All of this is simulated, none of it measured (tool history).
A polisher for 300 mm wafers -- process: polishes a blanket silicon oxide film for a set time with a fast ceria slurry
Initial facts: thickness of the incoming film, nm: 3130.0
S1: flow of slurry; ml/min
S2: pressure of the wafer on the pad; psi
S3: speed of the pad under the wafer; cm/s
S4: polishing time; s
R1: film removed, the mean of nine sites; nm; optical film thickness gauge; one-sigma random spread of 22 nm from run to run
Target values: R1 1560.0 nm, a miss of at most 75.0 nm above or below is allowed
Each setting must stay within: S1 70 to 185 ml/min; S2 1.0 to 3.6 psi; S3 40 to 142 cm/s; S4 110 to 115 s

run 1 hour=0.0 | S1=120 S2=2.3 S3=90 S4=110 | R1=1186.0
run 2 hour=1.1 | S1=100 S2=2.3 S3=90 S4=110 | R1=1137.9
run 3 hour=6.1 | S1=105 S2=2.5 S3=90 S4=110 | R1=1215.6
run 4 hour=8.4 | S1=75 S2=2.5 S3=90 S4=110 | R1=1177.1
run 5 hour=13.0 | S1=80 S2=2.7 S3=90 S4=110 | R1=1275.6
run 6 hour=13.6 | S1=80 S2=2.7 S3=90 S4=115 | R1=1307.5
run 7 hour=19.6 | S1=85 S2=2.8 S3=90 S4=115 | R1=1399.5
run 8 hour=20.3 | S1=90 S2=2.9 S3=90 S4=115 | R1=1443.1

Which single option among these 5 for the next run brings every result within its allowed miss of target? Just one does.
run A hour=21.0 | S1=100 S2=3.0 S3=80 S4=115 | R1=?
run B hour=21.0 | S1=105 S2=2.9 S3=84 S4=115 | R1=?
run C hour=21.0 | S1=75 S2=2.4 S3=108 S4=115 | R1=?
run D hour=21.0 | S1=110 S2=3.0 S3=92 S4=114 | R1=?
run E hour=21.0 | S1=85 S2=3.1 S3=84 S4=110 | R1=?

move=A R1=1379.7
move=B R1=1413.5
move=C R1=1391.2
move=D R1=1596.7
move=E R1=1378.3
A: misses by more than the last run did
B: misses by more than the last run did
C: misses by more than the last run did
D: meets every target
E: misses by more than the last run did
Answer: D

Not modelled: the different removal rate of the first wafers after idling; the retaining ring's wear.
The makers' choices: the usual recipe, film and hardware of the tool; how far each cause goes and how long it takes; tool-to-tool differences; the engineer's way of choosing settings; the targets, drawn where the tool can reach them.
